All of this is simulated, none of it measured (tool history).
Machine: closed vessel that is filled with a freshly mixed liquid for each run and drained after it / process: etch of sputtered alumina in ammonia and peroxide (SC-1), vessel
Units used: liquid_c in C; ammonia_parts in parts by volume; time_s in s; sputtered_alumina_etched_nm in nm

run  hour  liquid_c  ammonia_parts  time_s  sputtered_alumina_etched_nm
  1   0.0      48.0            1.0     525                       27.383
  2   8.6      48.0            1.2     525                       27.576
  3  17.2      54.0            1.2     525                       38.452
  4  21.5      54.0            1.2     525                       38.531
  5  24.8      54.0            1.2     555                       40.605
  6  30.8      54.0            0.9     555                       39.840
  7  38.4      55.0            0.9     555                       41.608

Estimate the outcome of run 8 from the log above:
  8  43.1      55.5            0.9     555                            ?

{"run 8": {"sputtered_alumina_etched_nm": 42.841}}
